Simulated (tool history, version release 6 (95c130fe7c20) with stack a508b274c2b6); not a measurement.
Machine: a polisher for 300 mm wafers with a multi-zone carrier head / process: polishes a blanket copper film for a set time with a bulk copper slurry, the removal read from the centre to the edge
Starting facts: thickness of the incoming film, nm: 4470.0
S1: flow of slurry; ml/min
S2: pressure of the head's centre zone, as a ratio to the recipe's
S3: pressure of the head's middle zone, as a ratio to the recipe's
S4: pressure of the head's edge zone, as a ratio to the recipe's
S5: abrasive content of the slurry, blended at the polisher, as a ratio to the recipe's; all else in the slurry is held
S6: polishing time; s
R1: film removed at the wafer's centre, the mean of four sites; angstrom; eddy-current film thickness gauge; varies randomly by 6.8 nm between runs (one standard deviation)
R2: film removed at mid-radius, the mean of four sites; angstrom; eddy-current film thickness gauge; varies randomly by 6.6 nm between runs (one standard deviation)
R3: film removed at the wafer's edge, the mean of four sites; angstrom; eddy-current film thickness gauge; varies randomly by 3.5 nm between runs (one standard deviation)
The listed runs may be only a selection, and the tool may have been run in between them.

run 1 hour=0 | S1=300 S2=1 S3=1 S4=1 S5=1 S6=64 | R1=5973.8 R2=6169.9 R3=6013.8
run 2 hour=5.4 | S1=300 S2=1 S3=1 S4=1 S5=0.8 S6=64 | R1=5744 R2=5923.8 R3=5770.6
run 3 hour=6.5 | S1=295 S2=1.01 S3=0.97 S4=0.98 S5=0.75 S6=64 | R1=5777.8 R2=5616.5 R3=5609
run 4 hour=7.6 | S1=290 S2=1.01 S3=0.95 S4=0.96 S5=0.7 S6=64 | R1=5825.7 R2=5535.2 R3=5434.5
run 5 hour=14.2 | S1=330 S2=1.01 S3=0.95 S4=0.96 S5=0.7 S6=64 | R1=5810.3 R2=5563.4 R3=5497
run 6 hour=22.5 | S1=330 S2=1.01 S3=0.87 S4=0.96 S5=0.7 S6=64 | R1=5714.9 R2=5233.1 R3=5450.7

Forecast run 7:
run 7 hour=27.2 | S1=325 S2=1.01 S3=0.86 S4=0.95 S5=0.65 S6=64 | R1=? R2=? R3=?

Logged for run 7: R1 5565.7 angstrom, R2 5225.4 angstrom, R3 5420.5 angstrom.
